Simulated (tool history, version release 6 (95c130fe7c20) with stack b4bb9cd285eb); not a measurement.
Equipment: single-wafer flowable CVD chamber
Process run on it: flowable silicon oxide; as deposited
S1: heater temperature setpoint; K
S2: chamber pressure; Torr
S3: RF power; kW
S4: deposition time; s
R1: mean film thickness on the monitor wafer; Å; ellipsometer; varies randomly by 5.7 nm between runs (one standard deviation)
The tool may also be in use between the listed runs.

run  hour      S1    S2    S3   S4      R1
  1     0  363.15  1.05  2.33  576    6204
  2   8.9  361.15  1.05  2.33  576  6519.7
  3  11.6  361.15  1.17  2.33  576  7268.3
  4  17.8  361.15  1.07  2.33  576  6668.4
  5  19.5  352.15  1.07  2.33  576  8453.8
  6  24.5  352.15  1.07  2.33  595  8782.8
  7  30.3  351.15  1.07  2.33  595    8969
  8  34.8  350.15  1.07  2.33  595  9261.5
     36.3  -- thermocouple changed; heater temperature recalibrated
  9  36.3  349.15  1.07  2.33  595   10689
 10  38.5  348.15  1.07  2.33  595   10946

Run 11 has not been measured yet. What should we expect?
 11  40.9  347.15  1.07  2.33  595   ?

For run 11 the tool returned R1 11109 Å.

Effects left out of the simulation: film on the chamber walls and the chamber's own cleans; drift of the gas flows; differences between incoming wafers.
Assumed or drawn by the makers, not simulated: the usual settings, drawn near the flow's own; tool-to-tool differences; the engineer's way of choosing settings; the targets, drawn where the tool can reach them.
